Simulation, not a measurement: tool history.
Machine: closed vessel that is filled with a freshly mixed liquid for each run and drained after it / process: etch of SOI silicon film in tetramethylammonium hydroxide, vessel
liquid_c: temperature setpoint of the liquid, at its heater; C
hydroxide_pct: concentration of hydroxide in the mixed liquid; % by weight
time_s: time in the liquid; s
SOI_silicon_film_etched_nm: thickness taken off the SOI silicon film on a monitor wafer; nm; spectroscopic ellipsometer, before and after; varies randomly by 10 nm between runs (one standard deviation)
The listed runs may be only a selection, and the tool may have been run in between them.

{"run": 1, "hour": 0.0, "liquid_c": 74.0, "hydroxide_pct": 12.0, "time_s": 90, "SOI_silicon_film_etched_nm": 729.97}
{"run": 2, "hour": 0.6, "liquid_c": 71.5, "hydroxide_pct": 12.0, "time_s": 90, "SOI_silicon_film_etched_nm": 625.34}
{"run": 3, "hour": 4.4, "liquid_c": 74.0, "hydroxide_pct": 12.0, "time_s": 90, "SOI_silicon_film_etched_nm": 719.29}
{"run": 4, "hour": 6.2, "liquid_c": 79.5, "hydroxide_pct": 12.0, "time_s": 90, "SOI_silicon_film_etched_nm": 995.23}
{"run": 5, "hour": 7.5, "liquid_c": 79.5, "hydroxide_pct": 13.0, "time_s": 90, "SOI_silicon_film_etched_nm": 954.9}
{"run": 6, "hour": 9.9, "liquid_c": 79.5, "hydroxide_pct": 11.5, "time_s": 90, "SOI_silicon_film_etched_nm": 990.53}

Forecast run 7:
{"hour": 14.0, "done": "thermometer replaced"}
{"run": 7, "hour": 14.0, "liquid_c": 83.0, "hydroxide_pct": 11.5, "time_s": 90, "SOI_silicon_film_etched_nm": "?"}

{"run 7": {"SOI_silicon_film_etched_nm": 1303.1}}
